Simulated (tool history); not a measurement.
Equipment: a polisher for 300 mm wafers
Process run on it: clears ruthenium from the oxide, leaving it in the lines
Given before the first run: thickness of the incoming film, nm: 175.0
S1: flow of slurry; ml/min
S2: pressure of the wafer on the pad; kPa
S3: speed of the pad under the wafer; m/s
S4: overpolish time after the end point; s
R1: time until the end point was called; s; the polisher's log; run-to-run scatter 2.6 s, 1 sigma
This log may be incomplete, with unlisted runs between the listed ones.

run    day   S1    S2    S3  S4      R1
  1      0  235  17.9     1  45  115.38
  2  0.046  235  22.1     1  45  90.549
  3  0.092  235  20.7  0.98  45  101.71
  4  0.112  235  19.3  0.98  45  107.44
  5  0.333  235  17.9  0.98  45  117.77
  6  0.588  235  17.9  0.88  45  126.77

Predict the results of run 7:
  7  0.75  235  17.2  0.88  45   ?

Run 7 produced R1 134.81 s.

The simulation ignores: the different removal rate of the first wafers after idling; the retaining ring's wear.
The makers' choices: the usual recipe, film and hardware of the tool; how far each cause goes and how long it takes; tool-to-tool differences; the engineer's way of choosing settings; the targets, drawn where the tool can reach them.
